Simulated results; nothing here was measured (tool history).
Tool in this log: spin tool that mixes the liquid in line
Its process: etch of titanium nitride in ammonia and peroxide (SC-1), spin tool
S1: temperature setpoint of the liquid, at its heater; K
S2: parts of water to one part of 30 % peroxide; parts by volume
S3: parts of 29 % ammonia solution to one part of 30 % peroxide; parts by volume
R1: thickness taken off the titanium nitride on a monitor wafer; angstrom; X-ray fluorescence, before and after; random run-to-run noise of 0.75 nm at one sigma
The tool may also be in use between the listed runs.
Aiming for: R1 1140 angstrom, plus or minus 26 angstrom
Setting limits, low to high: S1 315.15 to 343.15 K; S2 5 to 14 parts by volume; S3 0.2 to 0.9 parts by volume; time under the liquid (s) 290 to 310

{"run": 1, "hour": 0.0, "S1": 331.15, "S2": 7.5, "S3": 0.5, "time under the liquid (s)": 290, "R1": 486.83}
{"run": 2, "hour": 8.8, "S1": 331.15, "S2": 7.5, "S3": 0.5, "time under the liquid (s)": 310, "R1": 523.01}
{"run": 3, "hour": 9.5, "S1": 333.15, "S2": 7.5, "S3": 0.5, "time under the liquid (s)": 310, "R1": 595.35}
{"run": 4, "hour": 16.5, "S1": 339.65, "S2": 7.5, "S3": 0.5, "time under the liquid (s)": 310, "R1": 913.48}
{"run": 5, "hour": 21.5, "S1": 340.15, "S2": 7.5, "S3": 0.5, "time under the liquid (s)": 310, "R1": 919.99}
{"run": 6, "hour": 23.5, "S1": 340.15, "S2": 7.5, "S3": 0.5, "time under the liquid (s)": 310, "R1": 925.29}
{"run": 7, "hour": 31.9, "S1": 340.65, "S2": 7.5, "S3": 0.5, "time under the liquid (s)": 310, "R1": 958.26}
{"run": 8, "hour": 40.8, "S1": 341.15, "S2": 7.5, "S3": 0.5, "time under the liquid (s)": 310, "R1": 1004.5}
{"run": 9, "hour": 49.5, "S1": 341.65, "S2": 7.5, "S3": 0.5, "time under the liquid (s)": 310, "R1": 1021.1}
{"run": 10, "hour": 52.9, "S1": 342.15, "S2": 7.5, "S3": 0.5, "time under the liquid (s)": 310, "R1": 1048.9}
{"run": 11, "hour": 61.6, "S1": 342.65, "S2": 7.5, "S3": 0.5, "time under the liquid (s)": 310, "R1": 1085.2}
{"run": 12, "hour": 68.7, "S1": 342.65, "S2": 7.5, "S3": 0.5, "time under the liquid (s)": 310, "R1": 1077.6}

4 next moves are on the table. One of them brings every result within its allowed miss. Which?
{"run": "A", "hour": 75.8, "S1": 340.65, "S2": 8, "S3": 0.9, "time under the liquid (s)": 310, "R1": "?"}
{"run": "B", "hour": 75.8, "S1": 342.65, "S2": 6.5, "S3": 0.65, "time under the liquid (s)": 290, "R1": "?"}
{"run": "C", "hour": 75.8, "S1": 342.15, "S2": 7.5, "S3": 0.45, "time under the liquid (s)": 310, "R1": "?"}
{"run": "D", "hour": 75.8, "S1": 341.65, "S2": 6.5, "S3": 0.45, "time under the liquid (s)": 295, "R1": "?"}

move=A R1=1018.1
move=B R1=1136.1
move=C R1=1034.1
move=D R1=1024.2
A: its largest miss is bigger than the last run's
B: in spec on every target
C: its largest miss is bigger than the last run's
D: its largest miss is bigger than the last run's
Go with B: it meets all targets.
